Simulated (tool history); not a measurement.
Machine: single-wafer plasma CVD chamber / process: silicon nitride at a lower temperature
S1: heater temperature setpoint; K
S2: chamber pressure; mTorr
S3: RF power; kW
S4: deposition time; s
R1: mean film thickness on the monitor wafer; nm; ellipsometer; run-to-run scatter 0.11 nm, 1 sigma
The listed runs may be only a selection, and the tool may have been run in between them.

run 1 day=0 | S1=603.15 S2=1160 S3=0.325 S4=15.4 | R1=17.181
run 2 day=0.033 | S1=611.15 S2=1160 S3=0.325 S4=15.4 | R1=17.037
run 3 day=0.058 | S1=611.15 S2=1260 S3=0.33 S4=15.4 | R1=17.699
run 4 day=0.312 | S1=611.15 S2=1260 S3=0.33 S4=15.4 | R1=17.568
run 5 day=0.6 | S1=611.15 S2=1260 S3=0.33 S4=15.9 | R1=18.152
run 6 day=0.738 | S1=611.15 S2=1260 S3=0.31 S4=15.9 | R1=17.534
run 7 day=1.021 | S1=611.15 S2=1330 S3=0.315 S4=15.9 | R1=18.158
run 8 day=1.054 | S1=611.15 S2=1380 S3=0.315 S4=15.9 | R1=18.144
run 9 day=1.346 | S1=611.15 S2=1420 S3=0.32 S4=15.9 | R1=18.444
run 10 day=1.546 | S1=611.15 S2=1450 S3=0.325 S4=15.9 | R1=18.756
run 11 day=1.921 | S1=611.15 S2=1480 S3=0.325 S4=15.9 | R1=19.124
run 12 day=2.079 | S1=611.15 S2=1490 S3=0.325 S4=15.9 | R1=18.659

Predict the results of run 13:
run 13 day=2.404 | S1=611.15 S2=1490 S3=0.325 S4=15.9 | R1=?

Run 13 gave R1 18.808 nm.

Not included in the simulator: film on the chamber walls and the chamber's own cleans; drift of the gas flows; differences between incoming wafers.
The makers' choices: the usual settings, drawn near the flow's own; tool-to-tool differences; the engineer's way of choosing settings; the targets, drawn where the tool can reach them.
